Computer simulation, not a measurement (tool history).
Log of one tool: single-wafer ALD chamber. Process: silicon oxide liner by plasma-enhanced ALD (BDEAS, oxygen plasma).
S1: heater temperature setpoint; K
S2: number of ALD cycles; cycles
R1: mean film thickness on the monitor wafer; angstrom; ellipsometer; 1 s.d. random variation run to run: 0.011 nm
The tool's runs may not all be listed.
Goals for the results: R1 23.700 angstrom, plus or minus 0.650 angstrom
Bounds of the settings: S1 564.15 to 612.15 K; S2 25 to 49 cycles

{"run": 1, "hour": 0.0, "S1": 588.15, "S2": 37, "R1": 31.515}
{"run": 2, "hour": 3.0, "S1": 589.15, "S2": 35, "R1": 29.515}
{"run": 3, "hour": 9.9, "S1": 598.15, "S2": 35, "R1": 29.293}
{"run": 4, "hour": 15.0, "S1": 589.15, "S2": 35, "R1": 29.656}
{"run": 5, "hour": 22.6, "S1": 589.15, "S2": 38, "R1": 32.278}
{"run": 6, "hour": 30.5, "S1": 584.15, "S2": 38, "R1": 32.589}
{"run": 7, "hour": 38.5, "S1": 585.15, "S2": 36, "R1": 30.83}
{"run": 8, "hour": 45.0, "S1": 586.15, "S2": 34, "R1": 29.12}

Which one of the following 5 next-run settings gets every result inside its allowed miss? There is exactly one.
{"run": "A", "hour": 51.5, "S1": 589.15, "S2": 28, "R1": "?"}
{"run": "B", "hour": 51.5, "S1": 580.15, "S2": 26, "R1": "?"}
{"run": "C", "hour": 51.5, "S1": 589.15, "S2": 29, "R1": "?"}
{"run": "D", "hour": 51.5, "S1": 587.15, "S2": 30, "R1": "?"}
{"run": "E", "hour": 51.5, "S1": 594.15, "S2": 30, "R1": "?"}

move=A R1=23.794
move=B R1=22.417
move=C R1=24.644
move=D R1=25.577
move=E R1=25.287
A: meets every target
B: takes the result that was furthest off past its target
C: nearer the targets than the last run, but a result is still out of spec
D: nearer the targets than the last run, but a result is still out of spec
E: nearer the targets than the last run, but a result is still out of spec
Answer: A

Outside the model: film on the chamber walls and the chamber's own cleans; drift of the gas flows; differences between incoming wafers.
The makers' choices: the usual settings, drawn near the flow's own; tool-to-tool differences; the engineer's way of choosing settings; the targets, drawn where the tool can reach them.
